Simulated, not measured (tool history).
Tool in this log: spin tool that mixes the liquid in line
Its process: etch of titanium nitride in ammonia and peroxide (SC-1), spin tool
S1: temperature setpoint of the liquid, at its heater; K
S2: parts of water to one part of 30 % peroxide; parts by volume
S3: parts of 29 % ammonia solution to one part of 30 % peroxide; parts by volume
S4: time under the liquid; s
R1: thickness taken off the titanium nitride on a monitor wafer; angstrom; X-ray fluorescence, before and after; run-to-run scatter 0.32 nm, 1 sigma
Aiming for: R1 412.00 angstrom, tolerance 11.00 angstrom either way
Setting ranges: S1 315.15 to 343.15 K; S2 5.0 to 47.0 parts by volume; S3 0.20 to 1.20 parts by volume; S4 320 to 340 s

run,hour,S1,S2,S3,S4,R1
1,0.0,331.15,26.0,0.90,320,198.62
2,5.4,331.15,26.0,0.90,320,200.10
3,13.4,331.15,26.0,0.90,340,211.64
4,14.0,324.65,26.0,0.90,340,135.59
5,15.8,328.15,26.0,0.90,340,171.52
6,24.7,331.15,26.0,0.90,340,208.19
7,25.8,333.65,26.0,0.90,340,248.44
8,32.7,335.65,26.0,0.90,340,283.31
9,38.9,342.65,26.0,0.90,340,444.65
10,45.1,342.15,26.0,0.90,340,425.67

5 candidate next runs follow, results not yet known. Just one meets every target within its allowed miss. Identify it.
A,51.3,343.15,28.0,0.95,340,?
B,51.3,339.65,18.0,0.70,340,?
C,51.3,337.65,13.5,1.15,320,?
D,51.3,340.65,22.0,0.95,340,?
E,51.3,342.15,26.0,0.85,330,?

move,R1
A,447.73
B,435.27
C,457.52
D,438.22
E,417.27
A: moves away from the targets compared with the last run
B: moves away from the targets compared with the last run
C: moves away from the targets compared with the last run
D: moves away from the targets compared with the last run
E: all results land within tolerance of their targets
The right move is E.

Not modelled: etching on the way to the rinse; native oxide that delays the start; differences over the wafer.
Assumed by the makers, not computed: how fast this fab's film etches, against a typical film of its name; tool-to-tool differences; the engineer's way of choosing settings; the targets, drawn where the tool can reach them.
